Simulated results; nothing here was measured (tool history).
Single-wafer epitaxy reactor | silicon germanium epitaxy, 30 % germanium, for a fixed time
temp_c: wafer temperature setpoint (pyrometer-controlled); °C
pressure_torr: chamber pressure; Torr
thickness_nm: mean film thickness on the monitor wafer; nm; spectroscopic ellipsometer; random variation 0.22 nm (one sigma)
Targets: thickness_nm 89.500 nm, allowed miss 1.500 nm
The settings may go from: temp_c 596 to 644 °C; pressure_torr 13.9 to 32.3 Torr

run	hour	temp_c	pressure_torr	thickness_nm
1	0.0	620	23.1	80.220
2	3.3	620	21.2	77.706
3	6.3	612	21.2	67.855
4	11.7	617	21.3	74.230
5	14.9	612	21.3	68.049
6	18.6	617	21.4	74.452
7	25.9	620	21.5	78.236
8	27.7	629	21.7	91.380

4 next moves are on the table. One of them brings every result within its allowed miss. Which?
A	29.5	630	21.8	?
B	29.5	630	22.5	?
C	29.5	629	26.1	?
D	29.5	630	19.6	?

move	thickness_nm
A	93.005
B	93.954
C	96.990
D	89.921
A: further off than the last run
B: further off than the last run
C: further off than the last run
D: meets every target
Answer: D
